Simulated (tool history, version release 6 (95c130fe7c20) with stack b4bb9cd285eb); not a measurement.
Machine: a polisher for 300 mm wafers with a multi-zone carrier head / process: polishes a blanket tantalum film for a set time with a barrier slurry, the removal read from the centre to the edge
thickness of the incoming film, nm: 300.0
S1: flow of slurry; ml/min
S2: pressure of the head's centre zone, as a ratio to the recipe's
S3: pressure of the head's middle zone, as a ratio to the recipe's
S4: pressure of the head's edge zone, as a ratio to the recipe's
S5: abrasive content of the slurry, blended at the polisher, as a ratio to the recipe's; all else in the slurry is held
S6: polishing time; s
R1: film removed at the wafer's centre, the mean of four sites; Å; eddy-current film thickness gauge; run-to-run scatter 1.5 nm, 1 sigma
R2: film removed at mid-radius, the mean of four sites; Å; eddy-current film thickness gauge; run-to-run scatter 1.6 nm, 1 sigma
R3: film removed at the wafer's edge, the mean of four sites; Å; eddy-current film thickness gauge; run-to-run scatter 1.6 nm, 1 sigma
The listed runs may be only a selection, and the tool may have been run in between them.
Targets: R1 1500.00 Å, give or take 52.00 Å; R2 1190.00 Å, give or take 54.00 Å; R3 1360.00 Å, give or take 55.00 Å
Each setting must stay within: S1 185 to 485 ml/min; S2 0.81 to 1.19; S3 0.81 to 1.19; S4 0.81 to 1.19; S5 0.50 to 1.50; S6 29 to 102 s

{"run": 1, "hour": 0.0, "S1": 310, "S2": 1.0, "S3": 1.0, "S4": 1.0, "S5": 1.0, "S6": 65, "R1": 907.84, "R2": 889.05, "R3": 901.87}
{"run": 2, "hour": 7.9, "S1": 310, "S2": 1.0, "S3": 1.05, "S4": 1.0, "S5": 1.0, "S6": 65, "R1": 911.37, "R2": 915.36, "R3": 900.89}
{"run": 3, "hour": 12.5, "S1": 310, "S2": 1.02, "S3": 1.03, "S4": 1.02, "S5": 1.1, "S6": 67, "R1": 992.82, "R2": 957.36, "R3": 972.19}
{"run": 4, "hour": 13.7, "S1": 310, "S2": 1.02, "S3": 1.03, "S4": 1.02, "S5": 1.0, "S6": 67, "R1": 959.09, "R2": 945.82, "R3": 940.49}
{"run": 5, "hour": 19.5, "S1": 310, "S2": 1.04, "S3": 1.02, "S4": 1.04, "S5": 1.1, "S6": 68, "R1": 1003.2, "R2": 953.4, "R3": 984.05}
{"run": 6, "hour": 25.9, "S1": 315, "S2": 1.06, "S3": 1.01, "S4": 1.05, "S5": 1.15, "S6": 70, "R1": 1077.1, "R2": 1013.8, "R3": 1017.6}
{"run": 7, "hour": 28.1, "S1": 305, "S2": 1.07, "S3": 0.98, "S4": 1.06, "S5": 1.2, "S6": 72, "R1": 1130.0, "R2": 994.09, "R3": 1081.7}
{"run": 8, "hour": 33.3, "S1": 305, "S2": 1.08, "S3": 0.98, "S4": 1.07, "S5": 1.25, "S6": 73, "R1": 1150.8, "R2": 1023.3, "R3": 1103.5}
{"run": 9, "hour": 39.0, "S1": 305, "S2": 1.09, "S3": 0.97, "S4": 1.08, "S5": 1.3, "S6": 74, "R1": 1192.3, "R2": 1063.1, "R3": 1140.1}
{"run": 10, "hour": 42.7, "S1": 305, "S2": 1.1, "S3": 0.96, "S4": 1.09, "S5": 1.35, "S6": 75, "R1": 1228.3, "R2": 1037.5, "R3": 1162.1}
{"run": 11, "hour": 48.1, "S1": 305, "S2": 1.1, "S3": 0.96, "S4": 1.09, "S5": 1.35, "S6": 75, "R1": 1236.7, "R2": 1068.9, "R3": 1177.7}

Below are 4 possible settings for the next run. Only one of them brings all results inside the allowed miss of their targets. Which is it?
{"run": "A", "hour": 53.5, "S1": 280, "S2": 1.09, "S3": 0.86, "S4": 1.13, "S5": 1.45, "S6": 90, "R1": "?", "R2": "?", "R3": "?"}
{"run": "B", "hour": 53.5, "S1": 335, "S2": 1.19, "S3": 1.02, "S4": 0.96, "S5": 1.3, "S6": 93, "R1": "?", "R2": "?", "R3": "?"}
{"run": "C", "hour": 53.5, "S1": 230, "S2": 1.15, "S3": 0.92, "S4": 1.06, "S5": 1.2, "S6": 92, "R1": "?", "R2": "?", "R3": "?"}
{"run": "D", "hour": 53.5, "S1": 370, "S2": 1.04, "S3": 0.94, "S4": 1.07, "S5": 1.5, "S6": 92, "R1": "?", "R2": "?", "R3": "?"}

move=A R1=1489.80 R2=1159.60 R3=1459.80
move=B R1=1663.90 R2=1363.60 R3=1369.60
move=C R1=1515.50 R2=1182.80 R3=1367.90
move=D R1=1493.10 R2=1309.10 R3=1481.70
A: corrects the largest miss of the last run, while another result sits out of spec
B: pushes the last run's worst result past its target
C: meets every target
D: corrects the largest miss of the last run, while another result sits out of spec
Go with C: it meets all targets.

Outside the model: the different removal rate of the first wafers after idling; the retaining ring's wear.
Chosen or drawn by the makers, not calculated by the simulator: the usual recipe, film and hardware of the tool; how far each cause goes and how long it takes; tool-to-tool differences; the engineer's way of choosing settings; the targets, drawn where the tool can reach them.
